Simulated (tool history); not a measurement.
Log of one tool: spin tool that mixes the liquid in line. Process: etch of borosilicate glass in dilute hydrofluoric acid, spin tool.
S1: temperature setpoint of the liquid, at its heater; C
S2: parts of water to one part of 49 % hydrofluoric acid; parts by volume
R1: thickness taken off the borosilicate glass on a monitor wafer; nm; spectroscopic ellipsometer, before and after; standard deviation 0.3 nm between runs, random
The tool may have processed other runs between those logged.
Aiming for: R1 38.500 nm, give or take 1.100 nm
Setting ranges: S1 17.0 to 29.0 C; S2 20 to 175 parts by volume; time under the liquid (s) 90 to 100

run 1 day=0.000 | S1=21.0 S2=95 time_under_the_liquid_(s)=90 | R1=23.368
run 2 day=0.325 | S1=21.0 S2=95 time_under_the_liquid_(s)=90 | R1=22.826
run 3 day=0.417 | S1=23.5 S2=90 time_under_the_liquid_(s)=90 | R1=27.423
run 4 day=0.496 | S1=21.0 S2=90 time_under_the_liquid_(s)=90 | R1=24.508
run 5 day=0.642 | S1=23.5 S2=85 time_under_the_liquid_(s)=90 | R1=28.918
run 6 day=0.912 | S1=25.0 S2=85 time_under_the_liquid_(s)=90 | R1=30.299
run 7 day=1.204 | S1=26.0 S2=80 time_under_the_liquid_(s)=90 | R1=34.132
run 8 day=1.554 | S1=27.0 S2=80 time_under_the_liquid_(s)=90 | R1=35.677
run 9 day=1.688 | S1=27.5 S2=80 time_under_the_liquid_(s)=90 | R1=36.368
run 10 day=1.992 | S1=28.0 S2=80 time_under_the_liquid_(s)=90 | R1=36.990

Exercise: of the 5 proposed moves below, exactly one satisfies all targets within the stated allowed misses. Which move is it?
run A day=2.296 | S1=27.0 S2=90 time_under_the_liquid_(s)=100 | R1=?
run B day=2.296 | S1=23.5 S2=80 time_under_the_liquid_(s)=100 | R1=?
run C day=2.296 | S1=22.5 S2=70 time_under_the_liquid_(s)=90 | R1=?
run D day=2.296 | S1=24.5 S2=75 time_under_the_liquid_(s)=100 | R1=?
run E day=2.296 | S1=28.5 S2=85 time_under_the_liquid_(s)=90 | R1=?

move=A R1=34.772
move=B R1=34.410
move=C R1=34.371
move=D R1=38.469
move=E R1=35.378
A: moves away from the targets compared with the last run
B: moves away from the targets compared with the last run
C: moves away from the targets compared with the last run
D: all results in spec
E: moves away from the targets compared with the last run
Go with D: it meets all targets.
